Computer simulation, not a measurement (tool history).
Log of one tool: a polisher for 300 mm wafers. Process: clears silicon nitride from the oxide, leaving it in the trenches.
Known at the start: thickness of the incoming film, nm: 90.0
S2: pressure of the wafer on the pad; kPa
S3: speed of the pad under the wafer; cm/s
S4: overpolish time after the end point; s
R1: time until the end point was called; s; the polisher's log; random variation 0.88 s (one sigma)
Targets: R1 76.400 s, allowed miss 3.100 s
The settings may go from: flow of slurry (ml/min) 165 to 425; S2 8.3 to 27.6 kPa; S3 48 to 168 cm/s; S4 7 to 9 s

Run 1, hour 0.0: flow of slurry (ml/min) 275, S2 17.9 kPa, S3 108 cm/s, S4 9 s. Result: R1 102.600 s.
Run 2, hour 5.9: flow of slurry (ml/min) 275, S2 18.6 kPa, S3 108 cm/s, S4 9 s. Result: R1 100.840 s.
Run 3, hour 13.3: flow of slurry (ml/min) 275, S2 19.3 kPa, S3 108 cm/s, S4 9 s. Result: R1 95.534 s.
Run 4, hour 16.6: flow of slurry (ml/min) 275, S2 19.3 kPa, S3 98 cm/s, S4 9 s. Result: R1 104.400 s.
Run 5, hour 24.6: flow of slurry (ml/min) 210, S2 19.3 kPa, S3 98 cm/s, S4 9 s. Result: R1 109.130 s.
Run 6, hour 32.6: flow of slurry (ml/min) 210, S2 15.2 kPa, S3 98 cm/s, S4 9 s. Result: R1 136.590 s.
Run 7, hour 35.2: flow of slurry (ml/min) 215, S2 17.2 kPa, S3 98 cm/s, S4 9 s. Result: R1 121.860 s.
Run 8, hour 39.4: flow of slurry (ml/min) 215, S2 22.1 kPa, S3 102 cm/s, S4 9 s. Result: R1 90.893 s.

4 next moves are on the table. One of them brings every result within its allowed miss. Which?
Run A, hour 43.6: flow of slurry (ml/min) 200, S2 27.6 kPa, S3 112 cm/s, S4 7 s. Result: R1 ?.
Run B, hour 43.6: flow of slurry (ml/min) 295, S2 21.4 kPa, S3 110 cm/s, S4 9 s. Result: R1 ?.
Run C, hour 43.6: flow of slurry (ml/min) 210, S2 24.8 kPa, S3 96 cm/s, S4 9 s. Result: R1 ?.
Run D, hour 43.6: flow of slurry (ml/min) 300, S2 24.8 kPa, S3 104 cm/s, S4 9 s. Result: R1 ?.

move      R1
   A  69.446
   B  87.142
   C  88.887
   D  79.398
A: takes the result that was furthest off past its target
B: nearer than the last run, and not there yet
C: nearer than the last run, and not there yet
D: meets every target
Answer: D

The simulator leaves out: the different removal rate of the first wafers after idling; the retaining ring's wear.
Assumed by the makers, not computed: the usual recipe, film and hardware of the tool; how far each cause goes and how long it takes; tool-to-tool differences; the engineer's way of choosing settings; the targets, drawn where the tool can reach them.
